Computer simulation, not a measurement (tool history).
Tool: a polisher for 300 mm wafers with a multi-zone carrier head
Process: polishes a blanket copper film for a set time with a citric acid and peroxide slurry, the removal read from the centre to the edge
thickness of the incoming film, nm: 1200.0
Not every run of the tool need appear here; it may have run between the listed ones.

run,hour,flow of slurry (ml/min),pressure of the head's centre zone,pressure of the head's middle zone,pressure of the head's edge zone,abrasive content of the slurry,polishing time (s),film removed at the wafer's centre (Å),film removed at mid-radius (Å),film removed at the wafer's edge (Å)
1,0,265,1,1,1,1,63,1259.9,1402.6,1440.1
2,6.7,280,1.05,1.02,1.05,1.15,64,1382,1505.2,1564.2
3,14,280,1.05,1.02,1.05,1.25,64,1422.6,1542.7,1539.8
4,14.7,280,1.05,0.98,1.05,1.25,64,1415.2,1442.6,1580.8
5,22.9,295,1.09,1,1.08,1.3,64,1481.7,1510.5,1624.5
6,28.2,295,1.01,1,1.08,1.3,64,1391.6,1533.8,1597.5
7,32,310,1.06,1.01,1.1,1.35,64,1479.8,1572.1,1658.1

Run 8 has not been measured yet. What should we expect?
8,38.6,355,1.16,1.06,1.13,1.45,64,?,?,?

Run 8 measured film removed at the wafer's centre (Å) 1656.7, film removed at mid-radius (Å) 1647.3, film removed at the wafer's edge (Å) 1690.1.
